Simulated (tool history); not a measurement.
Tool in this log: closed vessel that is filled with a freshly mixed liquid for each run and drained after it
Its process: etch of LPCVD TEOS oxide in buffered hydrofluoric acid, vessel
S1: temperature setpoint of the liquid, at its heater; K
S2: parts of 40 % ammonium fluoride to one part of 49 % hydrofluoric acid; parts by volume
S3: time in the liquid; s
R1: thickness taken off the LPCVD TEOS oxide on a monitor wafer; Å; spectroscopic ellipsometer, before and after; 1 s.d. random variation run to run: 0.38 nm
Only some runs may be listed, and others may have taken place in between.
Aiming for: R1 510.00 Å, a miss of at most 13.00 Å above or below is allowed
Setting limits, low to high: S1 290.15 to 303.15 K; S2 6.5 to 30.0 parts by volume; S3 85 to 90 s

run	hour	S1	S2	S3	R1
1	0.0	295.15	18.5	85	662.58
2	3.2	294.15	18.5	85	630.32
3	9.7	293.15	18.5	85	603.82
4	13.9	293.15	18.5	85	594.23
5	17.6	295.15	18.5	85	672.21
6	24.2	294.15	18.5	85	636.33
7	31.9	293.15	18.5	85	607.45
8	33.8	292.65	18.5	85	579.40
9	39.1	292.15	18.5	85	565.99
10	40.7	291.65	18.5	85	553.41
11	44.2	291.15	18.5	85	540.02
12	52.9	290.65	18.5	85	527.90

Exactly one of the 4 candidate moves below puts every result within its allowed miss. Which one?
A	61.6	290.15	18.5	85	?
B	61.6	290.15	17.0	85	?
C	61.6	290.15	18.5	90	?
D	61.6	290.15	19.5	85	?

move	R1
A	506.64
B	550.77
C	536.44
D	480.94
A: all results in spec
B: the biggest miss grows against the last run
C: the biggest miss grows against the last run
D: takes the biggest miss from the last run beyond its target
The move that meets every target is A.
